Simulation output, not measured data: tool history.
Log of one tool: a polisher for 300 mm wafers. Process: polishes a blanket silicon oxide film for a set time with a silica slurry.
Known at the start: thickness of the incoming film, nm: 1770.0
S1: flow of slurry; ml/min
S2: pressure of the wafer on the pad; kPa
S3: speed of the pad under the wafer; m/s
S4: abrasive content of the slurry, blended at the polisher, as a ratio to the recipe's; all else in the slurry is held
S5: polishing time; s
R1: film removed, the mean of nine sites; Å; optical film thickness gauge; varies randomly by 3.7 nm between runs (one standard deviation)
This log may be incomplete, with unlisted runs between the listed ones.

Run 1, hour 0: S1 230 ml/min, S2 33.8 kPa, S3 1.22 m/s, S4 1, S5 93 s. Result: R1 4605.5 Å.
Run 2, hour 1.5: S1 230 ml/min, S2 33.8 kPa, S3 1.22 m/s, S4 1, S5 93 s. Result: R1 4371.7 Å.
Run 3, hour 3.6: S1 230 ml/min, S2 29 kPa, S3 1.22 m/s, S4 1, S5 93 s. Result: R1 3964.6 Å.
Run 4, hour 8.5: S1 250 ml/min, S2 29 kPa, S3 1.22 m/s, S4 1, S5 93 s. Result: R1 4004.4 Å.
Run 5, hour 12.9: S1 250 ml/min, S2 29 kPa, S3 1.22 m/s, S4 1, S5 93 s. Result: R1 4059.4 Å.
Run 6, hour 19.2: S1 250 ml/min, S2 25.5 kPa, S3 1.22 m/s, S4 1, S5 93 s. Result: R1 3711.6 Å.

Forecast run 7:
Run 7, hour 24.6: S1 245 ml/min, S2 22.8 kPa, S3 1.2 m/s, S4 1, S5 93 s. Result: R1 ?.

R1: 3286.9 Å

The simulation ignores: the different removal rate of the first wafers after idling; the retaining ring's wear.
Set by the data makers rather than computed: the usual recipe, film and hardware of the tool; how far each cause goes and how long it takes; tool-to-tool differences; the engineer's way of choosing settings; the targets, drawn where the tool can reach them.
